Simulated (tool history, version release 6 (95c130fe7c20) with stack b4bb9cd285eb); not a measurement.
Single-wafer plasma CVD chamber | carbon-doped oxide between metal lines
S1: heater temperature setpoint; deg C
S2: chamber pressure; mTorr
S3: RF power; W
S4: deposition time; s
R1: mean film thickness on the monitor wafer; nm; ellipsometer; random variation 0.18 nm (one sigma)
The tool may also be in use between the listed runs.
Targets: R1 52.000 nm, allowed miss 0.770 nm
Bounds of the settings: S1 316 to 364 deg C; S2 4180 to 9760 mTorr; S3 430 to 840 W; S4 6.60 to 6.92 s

run,day,S1,S2,S3,S4,R1
1,0.000,340,6970,635,6.92,45.592
2,0.079,340,6970,635,6.92,45.780
3,0.254,336,7180,650,6.92,47.411
4,0.479,336,7830,650,6.92,47.982
5,0.562,332,8000,650,6.92,48.567
6,0.604,329,8200,655,6.92,49.373
7,0.750,327,8370,660,6.92,50.494
8,1.038,326,8430,660,6.92,50.907
9,1.275,325,8470,660,6.92,50.887
10,1.567,324,8520,660,6.92,51.148

Which of these 4 next moves meets every target?
A,1.858,323,8090,670,6.92,?
B,1.858,341,6900,710,6.92,?
C,1.858,325,9260,730,6.60,?
D,1.858,318,7330,675,6.60,?

move,R1
A,51.409
B,49.649
C,52.902
D,50.121
A: meets every target
B: further off than the last run
C: takes the result that was furthest off past its target
D: further off than the last run
Answer: A
